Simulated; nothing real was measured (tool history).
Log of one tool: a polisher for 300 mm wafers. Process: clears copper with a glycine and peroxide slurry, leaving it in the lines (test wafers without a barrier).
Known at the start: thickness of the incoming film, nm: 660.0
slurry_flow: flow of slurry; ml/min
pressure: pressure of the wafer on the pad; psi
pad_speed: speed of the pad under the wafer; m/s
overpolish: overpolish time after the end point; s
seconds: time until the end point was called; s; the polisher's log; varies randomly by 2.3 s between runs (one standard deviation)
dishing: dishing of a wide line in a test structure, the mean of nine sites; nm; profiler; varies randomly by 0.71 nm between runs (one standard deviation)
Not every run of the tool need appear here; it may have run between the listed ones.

run    day  slurry_flow  pressure  pad_speed  overpolish  seconds  dishing
  1      0          130       3.3       1.08          27   103.17   47.451
  2  0.362          125         3       1.06          24   114.08   47.245
  3  0.675          125         3       1.06          16   112.53   38.863
  4  0.758          125       2.7       1.04          15   123.41   36.178
  5  0.933          125       2.7       1.04          21   120.72   43.798
  6  1.242          130       2.5       0.98          19      136   39.697
  7  1.396          130       2.3       0.96          18   143.64   35.718
  8  1.421          130       2.3       0.96          18    143.2   38.141
  9  1.575          130       2.2       0.94          17   150.78   35.984
 10  1.771          130       2.1       0.94          17    152.8   34.593
 11  2.046          130         2       0.92          17   163.04   34.451
 12  2.292          130       1.9       0.92          17   163.68   32.921

The next listed run, before its measurement:
 13  2.583          130       1.8       0.92          18        ?        ?

{"run 13": {"seconds": 173.12, "dishing": 34.632}}
